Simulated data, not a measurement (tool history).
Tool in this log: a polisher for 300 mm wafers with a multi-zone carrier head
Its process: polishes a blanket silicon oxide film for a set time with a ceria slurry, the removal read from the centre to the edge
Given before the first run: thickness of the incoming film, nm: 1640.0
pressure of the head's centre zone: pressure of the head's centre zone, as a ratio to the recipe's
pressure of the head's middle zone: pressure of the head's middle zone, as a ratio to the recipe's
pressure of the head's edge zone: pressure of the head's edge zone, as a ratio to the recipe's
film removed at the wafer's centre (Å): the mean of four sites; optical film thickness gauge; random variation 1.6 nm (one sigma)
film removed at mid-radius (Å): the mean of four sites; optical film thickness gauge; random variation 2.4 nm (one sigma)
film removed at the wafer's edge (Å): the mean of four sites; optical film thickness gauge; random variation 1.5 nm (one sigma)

run  hour  flow of slurry (ml/min)  pressure of the head's centre zone  pressure of the head's middle zone  pressure of the head's edge zone  polishing time (s)  film removed at the wafer's centre (Å)  film removed at mid-radius (Å)  film removed at the wafer's edge (Å)
  1     0                      290                                   1                                   1                                 1                  62                                    2387                          2369.9                                2435.1
  2   8.8                      290                                   1                                   1                                 1                  51                                  1938.3                          1866.2                                2029.8
  3  12.2                      290                                   1                                0.95                                 1                  51                                  1917.1                          1847.1                                1995.9
  4    18                      310                                0.96                                1.03                              0.94                  46                                  1689.8                          1791.6                                1722.1
  5  23.5                      335                                0.96                                1.03                              0.94                  46                                  1672.5                          1827.4                                1774.9
  6  30.6                      320                                0.92                                1.02                              0.91                  45                                    1586                          1718.6                                1687.3
  7  39.1                      320                                0.92                                1.02                              0.91                  45                                  1550.5                          1722.9                                1676.9
  8  42.2                      310                                 0.9                                1.03                              0.88                  45                                  1537.2                          1764.3                                1634.3
  9  43.6                      310                                0.88                                1.03                              0.86                  44                                  1444.2                          1680.4                                  1606

What does the tool deliver on the next run?
 10  46.3                      300                                0.91                                1.12                              0.81                  40                                       ?                               ?                                     ?

Run 10 gave film removed at the wafer's centre (Å) 1383.8, film removed at mid-radius (Å) 1622.4, film removed at the wafer's edge (Å) 1424.4.

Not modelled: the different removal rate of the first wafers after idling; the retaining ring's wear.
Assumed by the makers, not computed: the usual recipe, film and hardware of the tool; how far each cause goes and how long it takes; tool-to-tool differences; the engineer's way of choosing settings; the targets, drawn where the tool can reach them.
